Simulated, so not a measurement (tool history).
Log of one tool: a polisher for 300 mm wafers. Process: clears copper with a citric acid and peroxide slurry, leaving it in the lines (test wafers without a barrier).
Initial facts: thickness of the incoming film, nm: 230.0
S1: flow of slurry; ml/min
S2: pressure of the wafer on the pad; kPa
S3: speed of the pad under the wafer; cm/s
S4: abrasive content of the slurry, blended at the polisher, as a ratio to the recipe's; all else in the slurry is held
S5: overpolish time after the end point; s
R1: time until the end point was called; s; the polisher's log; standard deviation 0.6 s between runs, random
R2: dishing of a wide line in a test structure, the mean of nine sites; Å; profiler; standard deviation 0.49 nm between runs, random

run,hour,S1,S2,S3,S4,S5,R1,R2
1,0,160,26.9,110,1,9,60.902,211.26
2,7,160,23.4,110,1,9,68.239,186.04
3,12.5,160,23.4,90,1,9,84.339,160.52
4,18,160,23.4,90,1,12,82.097,201.95
5,22.5,160,23.4,90,1,9,81.464,162.37
6,27,160,25.5,90,1,8,76.728,145.01
7,29.4,160,27.6,90,1,8,70.476,159.39
8,35.7,160,29,90,1,8,68.299,167
9,44.5,160,30.3,90,1,8,67.239,179.13

For run 10, what comes out?
10,52,165,31.7,90,1,8,?,?

{"run 10": {"R1": 64.63, "R2": 181.85}}

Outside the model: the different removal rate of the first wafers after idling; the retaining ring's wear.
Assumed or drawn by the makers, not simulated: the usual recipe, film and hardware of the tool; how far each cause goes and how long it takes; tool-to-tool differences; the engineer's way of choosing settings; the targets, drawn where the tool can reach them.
